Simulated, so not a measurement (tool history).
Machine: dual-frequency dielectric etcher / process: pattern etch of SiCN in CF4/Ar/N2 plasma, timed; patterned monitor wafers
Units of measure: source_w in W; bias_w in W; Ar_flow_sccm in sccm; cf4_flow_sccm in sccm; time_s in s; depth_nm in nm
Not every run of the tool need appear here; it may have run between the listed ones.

run 1 hour=0.0 | source_w=580 bias_w=79 Ar_flow_sccm=132 cf4_flow_sccm=48 time_s=51.0 | depth_nm=43.785
run 2 hour=4.3 | source_w=580 bias_w=79 Ar_flow_sccm=149 cf4_flow_sccm=48 time_s=51.0 | depth_nm=42.947
run 3 hour=7.9 | source_w=640 bias_w=81 Ar_flow_sccm=148 cf4_flow_sccm=48 time_s=51.0 | depth_nm=47.717
run 4 hour=14.3 | source_w=640 bias_w=81 Ar_flow_sccm=148 cf4_flow_sccm=44 time_s=51.0 | depth_nm=47.198
run 5 hour=17.1 | source_w=640 bias_w=81 Ar_flow_sccm=133 cf4_flow_sccm=44 time_s=51.0 | depth_nm=47.951
run 6 hour=20.3 | source_w=640 bias_w=81 Ar_flow_sccm=155 cf4_flow_sccm=44 time_s=51.0 | depth_nm=46.704
run 7 hour=28.1 | source_w=640 bias_w=81 Ar_flow_sccm=155 cf4_flow_sccm=44 time_s=51.0 | depth_nm=46.690
run 8 hour=29.7 | source_w=680 bias_w=82 Ar_flow_sccm=154 cf4_flow_sccm=44 time_s=51.0 | depth_nm=49.886
run 9 hour=32.2 | source_w=710 bias_w=83 Ar_flow_sccm=154 cf4_flow_sccm=44 time_s=51.0 | depth_nm=52.315
run 10 hour=39.6 | source_w=730 bias_w=84 Ar_flow_sccm=154 cf4_flow_sccm=44 time_s=51.0 | depth_nm=53.916
run 11 hour=47.1 | source_w=750 bias_w=85 Ar_flow_sccm=154 cf4_flow_sccm=44 time_s=51.0 | depth_nm=55.320
run 12 hour=52.6 | source_w=760 bias_w=86 Ar_flow_sccm=153 cf4_flow_sccm=44 time_s=51.0 | depth_nm=56.575
run 13 hour=58.1 | source_w=770 bias_w=86 Ar_flow_sccm=153 cf4_flow_sccm=44 time_s=51.0 | depth_nm=57.246

Forecast run 14:
run 14 hour=66.5 | source_w=780 bias_w=87 Ar_flow_sccm=153 cf4_flow_sccm=44 time_s=51.0 | depth_nm=?

depth_nm: 58.026 nm
